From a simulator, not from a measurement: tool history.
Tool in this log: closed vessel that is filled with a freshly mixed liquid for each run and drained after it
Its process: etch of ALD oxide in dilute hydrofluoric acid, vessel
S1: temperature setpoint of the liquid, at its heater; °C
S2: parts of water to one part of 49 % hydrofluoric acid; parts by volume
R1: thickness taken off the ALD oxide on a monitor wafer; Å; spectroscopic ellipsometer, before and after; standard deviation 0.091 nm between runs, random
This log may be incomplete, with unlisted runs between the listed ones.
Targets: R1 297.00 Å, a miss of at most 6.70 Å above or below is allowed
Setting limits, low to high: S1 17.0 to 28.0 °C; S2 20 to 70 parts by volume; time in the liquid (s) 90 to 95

{"run": 1, "hour": 0.0, "S1": 20.0, "S2": 40, "time in the liquid (s)": 90, "R1": 222.6}
{"run": 2, "hour": 1.7, "S1": 20.0, "S2": 40, "time in the liquid (s)": 90, "R1": 222.3}
{"run": 3, "hour": 4.0, "S1": 20.0, "S2": 40, "time in the liquid (s)": 90, "R1": 222.16}
{"run": 4, "hour": 7.7, "S1": 20.0, "S2": 40, "time in the liquid (s)": 95, "R1": 233.86}
{"run": 5, "hour": 16.5, "S1": 21.0, "S2": 40, "time in the liquid (s)": 95, "R1": 244.41}
{"run": 6, "hour": 17.5, "S1": 22.0, "S2": 40, "time in the liquid (s)": 95, "R1": 254.51}
{"hour": 23.7, "done": "thermometer replaced"}
{"run": 7, "hour": 23.7, "S1": 22.5, "S2": 40, "time in the liquid (s)": 95, "R1": 243.35}
{"run": 8, "hour": 27.2, "S1": 23.0, "S2": 35, "time in the liquid (s)": 95, "R1": 287.06}

4 candidate next runs follow, results not yet known. Just one meets every target within its allowed miss. Identify it.
{"run": "A", "hour": 30.7, "S1": 21.5, "S2": 30, "time in the liquid (s)": 95, "R1": "?"}
{"run": "B", "hour": 30.7, "S1": 24.0, "S2": 35, "time in the liquid (s)": 95, "R1": "?"}
{"run": "C", "hour": 30.7, "S1": 26.0, "S2": 40, "time in the liquid (s)": 95, "R1": "?"}
{"run": "D", "hour": 30.7, "S1": 23.5, "S2": 35, "time in the liquid (s)": 90, "R1": "?"}

move=A R1=315.53
move=B R1=298.56
move=C R1=281.76
move=D R1=277.00
A: the result that was furthest off in the last run now lies on the other side of its target
B: every result lands within tolerance
C: its largest miss is bigger than the last run's
D: its largest miss is bigger than the last run's
The right move is B.
